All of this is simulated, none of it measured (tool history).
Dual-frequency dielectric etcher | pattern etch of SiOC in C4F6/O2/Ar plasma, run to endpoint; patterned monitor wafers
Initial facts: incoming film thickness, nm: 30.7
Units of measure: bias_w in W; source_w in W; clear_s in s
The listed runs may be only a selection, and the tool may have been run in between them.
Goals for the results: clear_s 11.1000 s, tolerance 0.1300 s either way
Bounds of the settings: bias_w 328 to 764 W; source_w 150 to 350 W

run	hour	bias_w	source_w	clear_s
1	0.0	546	250	11.6220
2	7.7	564	250	11.5820
3	10.4	564	290	10.8960
4	19.4	645	290	10.3810
5	21.9	727	290	9.9861
6	29.1	685	290	10.1710
7	33.5	642	290	10.4260
8	34.1	611	290	10.5810
9	42.8	587	290	10.6850
10	49.7	567	290	10.8070
11	52.8	553	290	10.9710

Which single option among these 5 for the next run brings every result within its allowed miss of target? Just one does.
A	55.9	601	280	?
B	55.9	582	290	?
C	55.9	634	250	?
D	55.9	642	260	?
E	55.9	557	300	?

move	clear_s
A	10.8220
B	10.7930
C	11.1040
D	10.8870
E	10.8120
A: lands further from the targets than the last run did
B: lands further from the targets than the last run did
C: all results land within tolerance of their targets
D: lands further from the targets than the last run did
E: lands further from the targets than the last run did
The right move is C.
